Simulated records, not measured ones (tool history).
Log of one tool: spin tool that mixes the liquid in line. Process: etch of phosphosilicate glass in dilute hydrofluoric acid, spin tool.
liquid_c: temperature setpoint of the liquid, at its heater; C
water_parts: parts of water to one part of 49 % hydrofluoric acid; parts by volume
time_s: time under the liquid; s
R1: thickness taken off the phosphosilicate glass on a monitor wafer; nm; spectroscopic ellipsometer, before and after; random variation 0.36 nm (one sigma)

{"run": 1, "hour": 0.0, "liquid_c": 22, "water_parts": 95, "time_s": 55, "R1": 43.484}
{"run": 2, "hour": 5.4, "liquid_c": 22, "water_parts": 95, "time_s": 60, "R1": 47.381}
{"run": 3, "hour": 8.7, "liquid_c": 18.5, "water_parts": 95, "time_s": 60, "R1": 40.706}
{"run": 4, "hour": 14.5, "liquid_c": 17, "water_parts": 95, "time_s": 60, "R1": 38.38}
{"run": 5, "hour": 19.2, "liquid_c": 19.5, "water_parts": 90, "time_s": 60, "R1": 45.39}
{"run": 6, "hour": 19.8, "liquid_c": 19.5, "water_parts": 105, "time_s": 60, "R1": 38.199}
{"run": 7, "hour": 24.8, "liquid_c": 23.5, "water_parts": 65, "time_s": 60, "R1": 76.235}

Run 8 comes next. What will it give?
{"run": 8, "hour": 33.3, "liquid_c": 24.5, "water_parts": 65, "time_s": 60, "R1": "?"}

{"run 8": {"R1": 79.294}}
